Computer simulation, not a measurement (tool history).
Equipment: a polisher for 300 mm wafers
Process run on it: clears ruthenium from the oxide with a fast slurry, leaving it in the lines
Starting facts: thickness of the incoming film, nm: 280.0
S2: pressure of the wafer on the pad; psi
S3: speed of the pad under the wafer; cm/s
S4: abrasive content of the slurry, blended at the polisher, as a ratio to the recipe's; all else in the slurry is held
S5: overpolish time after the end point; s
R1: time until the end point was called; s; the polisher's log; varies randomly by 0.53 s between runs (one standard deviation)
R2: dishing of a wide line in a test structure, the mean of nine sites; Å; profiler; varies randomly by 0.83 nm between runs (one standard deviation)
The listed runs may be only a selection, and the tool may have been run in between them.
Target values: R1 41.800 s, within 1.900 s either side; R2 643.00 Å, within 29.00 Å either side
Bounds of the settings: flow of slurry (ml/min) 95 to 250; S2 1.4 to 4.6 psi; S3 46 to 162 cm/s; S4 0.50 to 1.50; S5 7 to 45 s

{"run": 1, "day": 0.0, "flow of slurry (ml/min)": 160, "S2": 3.0, "S3": 104, "S4": 1.0, "S5": 23, "R1": 61.144, "R2": 677.11}
{"run": 2, "day": 0.079, "flow of slurry (ml/min)": 160, "S2": 3.3, "S3": 104, "S4": 1.0, "S5": 23, "R1": 59.149, "R2": 724.35}
{"run": 3, "day": 0.175, "flow of slurry (ml/min)": 160, "S2": 3.8, "S3": 104, "S4": 1.0, "S5": 23, "R1": 53.704, "R2": 773.84}
{"run": 4, "day": 0.433, "flow of slurry (ml/min)": 160, "S2": 4.3, "S3": 104, "S4": 1.0, "S5": 23, "R1": 48.467, "R2": 820.14}
{"day": 0.492, "done": "worn pad replaced by a new one"}
{"run": 5, "day": 0.492, "flow of slurry (ml/min)": 160, "S2": 4.3, "S3": 104, "S4": 1.2, "S5": 23, "R1": 41.984, "R2": 925.4}
{"run": 6, "day": 0.842, "flow of slurry (ml/min)": 160, "S2": 4.3, "S3": 90, "S4": 1.2, "S5": 23, "R1": 48.478, "R2": 835.97}
{"run": 7, "day": 1.092, "flow of slurry (ml/min)": 165, "S2": 4.4, "S3": 92, "S4": 1.2, "S5": 20, "R1": 46.709, "R2": 776.98}
{"run": 8, "day": 1.429, "flow of slurry (ml/min)": 165, "S2": 4.4, "S3": 94, "S4": 1.2, "S5": 18, "R1": 44.327, "R2": 727.81}
{"run": 9, "day": 1.479, "flow of slurry (ml/min)": 165, "S2": 4.4, "S3": 94, "S4": 1.2, "S5": 17, "R1": 44.831, "R2": 698.54}
{"run": 10, "day": 1.742, "flow of slurry (ml/min)": 165, "S2": 4.4, "S3": 94, "S4": 1.2, "S5": 16, "R1": 44.871, "R2": 657.18}

Exactly one of the 5 candidate moves below puts every result within its allowed miss. Which one?
{"run": "A", "day": 2.004, "flow of slurry (ml/min)": 170, "S2": 4.6, "S3": 124, "S4": 0.95, "S5": 13, "R1": "?", "R2": "?"}
{"run": "B", "day": 2.004, "flow of slurry (ml/min)": 205, "S2": 4.6, "S3": 114, "S4": 1.0, "S5": 11, "R1": "?", "R2": "?"}
{"run": "C", "day": 2.004, "flow of slurry (ml/min)": 175, "S2": 4.6, "S3": 104, "S4": 1.25, "S5": 13, "R1": "?", "R2": "?"}
{"run": "D", "day": 2.004, "flow of slurry (ml/min)": 195, "S2": 4.5, "S3": 96, "S4": 1.25, "S5": 14, "R1": "?", "R2": "?"}
{"run": "E", "day": 2.004, "flow of slurry (ml/min)": 110, "S2": 4.2, "S3": 116, "S4": 1.4, "S5": 13, "R1": "?", "R2": "?"}

move=A R1=37.683 R2=643.58
move=B R1=38.652 R2=553.38
move=C R1=38.511 R2=632.93
move=D R1=41.608 R2=631.35
move=E R1=38.284 R2=635.81
A: the result that was furthest off in the last run now lies on the other side of its target
B: the result that was furthest off in the last run now lies on the other side of its target
C: the result that was furthest off in the last run now lies on the other side of its target
D: all results in spec
E: the result that was furthest off in the last run now lies on the other side of its target
The right move is D.
